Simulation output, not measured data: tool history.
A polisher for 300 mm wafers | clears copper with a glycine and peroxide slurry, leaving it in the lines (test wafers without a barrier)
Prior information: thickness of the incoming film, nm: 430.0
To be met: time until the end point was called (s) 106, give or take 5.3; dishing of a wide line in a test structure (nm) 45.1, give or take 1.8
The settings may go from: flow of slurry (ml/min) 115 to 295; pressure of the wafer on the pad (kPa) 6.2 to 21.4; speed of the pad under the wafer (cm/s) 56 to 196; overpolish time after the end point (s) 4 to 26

run	day	flow of slurry (ml/min)	pressure of the wafer on the pad (kPa)	speed of the pad under the wafer (cm/s)	overpolish time after the end point (s)	time until the end point was called (s)	dishing of a wide line in a test structure (nm)
1	0	190	13.8	126	13	75.507	53.644
2	0.346	190	13.8	154	13	65.38	60.447
3	0.508	190	13.8	154	10	63.75	49.863
4	0.779	185	12.4	152	11	70.824	49.614
5	0.975	185	11	152	12	76.403	49.408
6	1.025	210	11	152	12	76.941	50.124
7	1.167	210	10.3	150	12	82.825	47.501
8	1.296	210	9.7	150	12	84.592	45.273
9	1.642	210	9	150	13	85.725	46.478
10	1.846	210	8.3	146	14	95.911	45.613
11	1.979	210	7.6	146	15	101.93	47.261

Below are 5 possible settings for the next run. Only one of them brings all results inside the allowed miss of their targets. Which is it?
A	2.112	190	9	134	16	?	?
B	2.112	245	6.9	132	19	?	?
C	2.112	155	8.3	136	15	?	?
D	2.112	185	6.9	150	17	?	?
E	2.112	190	6.2	142	16	?	?

move	time until the end point was called (s)	dishing of a wide line in a test structure (nm)
A	100.16	51.391
B	114.89	52.383
C	107.09	45.858
D	108.22	49.931
E	119.08	43.78
A: lands further from the targets than the last run did
B: lands further from the targets than the last run did
C: meets every target
D: lands further from the targets than the last run did
E: puts the biggest miss on target and leaves a different result outside tolerance
C meets every target.
